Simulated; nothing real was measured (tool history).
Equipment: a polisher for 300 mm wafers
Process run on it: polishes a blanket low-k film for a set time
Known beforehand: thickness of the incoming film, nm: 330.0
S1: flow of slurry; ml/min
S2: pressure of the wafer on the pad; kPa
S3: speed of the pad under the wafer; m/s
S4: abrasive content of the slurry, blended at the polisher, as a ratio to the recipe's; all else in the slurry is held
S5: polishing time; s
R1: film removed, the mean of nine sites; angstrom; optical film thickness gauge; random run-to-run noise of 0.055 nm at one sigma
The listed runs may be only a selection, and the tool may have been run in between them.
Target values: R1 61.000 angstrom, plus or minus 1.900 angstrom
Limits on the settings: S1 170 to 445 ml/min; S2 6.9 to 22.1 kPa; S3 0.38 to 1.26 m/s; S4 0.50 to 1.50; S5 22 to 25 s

Run 1, hour 0.0: S1 285 ml/min, S2 14.5 kPa, S3 0.82 m/s, S4 1.00, S5 25 s. Result: R1 109.820 angstrom.
Run 2, hour 5.3: S1 285 ml/min, S2 14.5 kPa, S3 0.82 m/s, S4 0.90, S5 25 s. Result: R1 105.310 angstrom.
Run 3, hour 11.9: S1 285 ml/min, S2 13.1 kPa, S3 0.82 m/s, S4 0.90, S5 25 s. Result: R1 94.901 angstrom.
Run 4, hour 15.5: S1 285 ml/min, S2 11.7 kPa, S3 0.82 m/s, S4 0.90, S5 25 s. Result: R1 85.385 angstrom.
Run 5, hour 22.9: S1 285 ml/min, S2 11.7 kPa, S3 0.90 m/s, S4 0.90, S5 25 s. Result: R1 92.506 angstrom.
Run 6, hour 24.0: S1 285 ml/min, S2 11.7 kPa, S3 0.90 m/s, S4 1.10, S5 25 s. Result: R1 100.230 angstrom.
Run 7, hour 26.8: S1 285 ml/min, S2 11.0 kPa, S3 0.88 m/s, S4 1.10, S5 25 s. Result: R1 91.898 angstrom.
Run 8, hour 31.7: S1 285 ml/min, S2 10.3 kPa, S3 0.86 m/s, S4 1.10, S5 25 s. Result: R1 85.726 angstrom.
Run 9, hour 33.9: S1 285 ml/min, S2 9.7 kPa, S3 0.84 m/s, S4 1.10, S5 25 s. Result: R1 79.105 angstrom.

Below are 5 possible settings for the next run. Only one of them brings all results inside the allowed miss of their targets. Which is it?
Run A, hour 36.1: S1 360 ml/min, S2 13.1 kPa, S3 0.80 m/s, S4 0.95, S5 25 s. Result: R1 ?.
Run B, hour 36.1: S1 245 ml/min, S2 8.3 kPa, S3 0.74 m/s, S4 1.05, S5 23 s. Result: R1 ?.
Run C, hour 36.1: S1 285 ml/min, S2 11.0 kPa, S3 0.88 m/s, S4 1.20, S5 25 s. Result: R1 ?.
Run D, hour 36.1: S1 300 ml/min, S2 9.7 kPa, S3 0.64 m/s, S4 1.35, S5 22 s. Result: R1 ?.
Run E, hour 36.1: S1 285 ml/min, S2 10.3 kPa, S3 0.98 m/s, S4 1.10, S5 25 s. Result: R1 ?.

move      R1
   A  97.803
   B  54.552
   C  96.085
   D  60.538
   E  95.182
A: misses by more than the last run did
B: takes the result that was furthest off past its target
C: misses by more than the last run did
D: in spec on every target
E: misses by more than the last run did
Correct choice: D, which meets every target
